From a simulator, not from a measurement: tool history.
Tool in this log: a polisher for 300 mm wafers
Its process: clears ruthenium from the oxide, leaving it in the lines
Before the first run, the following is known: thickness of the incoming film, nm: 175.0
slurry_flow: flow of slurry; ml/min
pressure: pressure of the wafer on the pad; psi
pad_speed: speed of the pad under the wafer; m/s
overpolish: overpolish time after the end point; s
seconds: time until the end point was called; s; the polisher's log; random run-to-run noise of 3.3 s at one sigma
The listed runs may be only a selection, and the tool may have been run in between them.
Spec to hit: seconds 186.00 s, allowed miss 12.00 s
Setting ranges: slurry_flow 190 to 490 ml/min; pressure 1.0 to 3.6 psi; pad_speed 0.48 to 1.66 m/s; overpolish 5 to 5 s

run 1 hour=0.0 | slurry_flow=315 pressure=2.3 pad_speed=1.06 overpolish=5 | seconds=133.37
run 2 hour=8.5 | slurry_flow=240 pressure=2.3 pad_speed=1.06 overpolish=5 | seconds=138.75
run 3 hour=16.6 | slurry_flow=240 pressure=2.0 pad_speed=1.06 overpolish=5 | seconds=157.94
run 4 hour=22.8 | slurry_flow=240 pressure=2.0 pad_speed=1.06 overpolish=5 | seconds=160.75
run 5 hour=29.3 | slurry_flow=240 pressure=2.0 pad_speed=1.06 overpolish=5 | seconds=162.45
run 6 hour=35.5 | slurry_flow=190 pressure=2.0 pad_speed=1.06 overpolish=5 | seconds=164.03
-- hour=37.2 worn pad replaced by a new one
run 7 hour=37.2 | slurry_flow=190 pressure=1.9 pad_speed=1.06 overpolish=5 | seconds=157.37
run 8 hour=39.2 | slurry_flow=190 pressure=1.8 pad_speed=1.04 overpolish=5 | seconds=170.82

Which of these 4 next moves meets every target?
run A hour=41.2 | slurry_flow=190 pressure=2.0 pad_speed=0.98 overpolish=5 | seconds=?
run B hour=41.2 | slurry_flow=190 pressure=2.2 pad_speed=0.94 overpolish=5 | seconds=?
run C hour=41.2 | slurry_flow=205 pressure=2.1 pad_speed=0.98 overpolish=5 | seconds=?
run D hour=41.2 | slurry_flow=270 pressure=1.4 pad_speed=1.14 overpolish=5 | seconds=?

move=A seconds=161.81
move=B seconds=153.63
move=C seconds=152.43
move=D seconds=187.25
A: its largest miss is bigger than the last run's
B: its largest miss is bigger than the last run's
C: its largest miss is bigger than the last run's
D: every result lands within tolerance
D meets every target.
